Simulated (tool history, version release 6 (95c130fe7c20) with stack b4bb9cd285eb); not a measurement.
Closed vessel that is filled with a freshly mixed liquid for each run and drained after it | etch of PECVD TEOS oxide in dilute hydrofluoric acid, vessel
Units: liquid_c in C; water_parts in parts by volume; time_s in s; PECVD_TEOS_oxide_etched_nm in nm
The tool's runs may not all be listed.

{"run": 1, "hour": 0.0, "liquid_c": 24, "water_parts": 155, "time_s": 130, "PECVD_TEOS_oxide_etched_nm": 10.345}
{"run": 2, "hour": 6.7, "liquid_c": 26, "water_parts": 155, "time_s": 130, "PECVD_TEOS_oxide_etched_nm": 11.185}
{"run": 3, "hour": 12.3, "liquid_c": 24, "water_parts": 155, "time_s": 130, "PECVD_TEOS_oxide_etched_nm": 10.299}
{"run": 4, "hour": 15.5, "liquid_c": 23, "water_parts": 155, "time_s": 130, "PECVD_TEOS_oxide_etched_nm": 9.962}
{"run": 5, "hour": 21.6, "liquid_c": 20.5, "water_parts": 155, "time_s": 130, "PECVD_TEOS_oxide_etched_nm": 8.9508}
{"run": 6, "hour": 28.6, "liquid_c": 20.5, "water_parts": 155, "time_s": 140, "PECVD_TEOS_oxide_etched_nm": 9.7378}
{"run": 7, "hour": 31.2, "liquid_c": 22.5, "water_parts": 155, "time_s": 140, "PECVD_TEOS_oxide_etched_nm": 10.454}
{"run": 8, "hour": 34.7, "liquid_c": 24, "water_parts": 155, "time_s": 140, "PECVD_TEOS_oxide_etched_nm": 11.291}
{"run": 9, "hour": 39.6, "liquid_c": 25, "water_parts": 155, "time_s": 140, "PECVD_TEOS_oxide_etched_nm": 11.556}
{"run": 10, "hour": 41.6, "liquid_c": 25, "water_parts": 155, "time_s": 140, "PECVD_TEOS_oxide_etched_nm": 11.638}
{"run": 11, "hour": 43.0, "liquid_c": 25.5, "water_parts": 155, "time_s": 140, "PECVD_TEOS_oxide_etched_nm": 11.834}
{"run": 12, "hour": 51.5, "liquid_c": 26, "water_parts": 155, "time_s": 140, "PECVD_TEOS_oxide_etched_nm": 12.048}

The next listed run, before its measurement:
{"run": 13, "hour": 58.5, "liquid_c": 26.5, "water_parts": 155, "time_s": 140, "PECVD_TEOS_oxide_etched_nm": "?"}

PECVD_TEOS_oxide_etched_nm: 12.183 nm
